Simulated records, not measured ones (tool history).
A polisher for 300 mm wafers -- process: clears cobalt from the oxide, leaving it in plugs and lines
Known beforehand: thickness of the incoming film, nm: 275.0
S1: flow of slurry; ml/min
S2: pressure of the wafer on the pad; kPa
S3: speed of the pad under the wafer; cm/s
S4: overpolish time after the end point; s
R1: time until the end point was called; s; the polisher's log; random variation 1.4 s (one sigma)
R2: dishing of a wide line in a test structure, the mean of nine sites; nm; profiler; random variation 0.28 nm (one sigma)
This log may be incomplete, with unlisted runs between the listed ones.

run  hour   S1    S2  S3  S4      R1      R2
  1     0  175  12.4  78   8  75.786  17.128
  2   3.7  175  15.2  78   8  65.095  19.891
  3   4.5  175  17.2  78   8  57.501  20.973
  4   8.8  145  17.2  78   8  57.219  20.617
  5  14.8  145  15.9  76   7  63.851   17.04
  6  16.8  145  17.9  76   7  57.244  19.133
  7  18.5  145  14.5  70   7  76.272  15.418

The next listed run, before its measurement:
  8  27.5  145  13.8  70   7   ?   ?

{"run 8": {"R1": 80.116, "R2": 15.541}}

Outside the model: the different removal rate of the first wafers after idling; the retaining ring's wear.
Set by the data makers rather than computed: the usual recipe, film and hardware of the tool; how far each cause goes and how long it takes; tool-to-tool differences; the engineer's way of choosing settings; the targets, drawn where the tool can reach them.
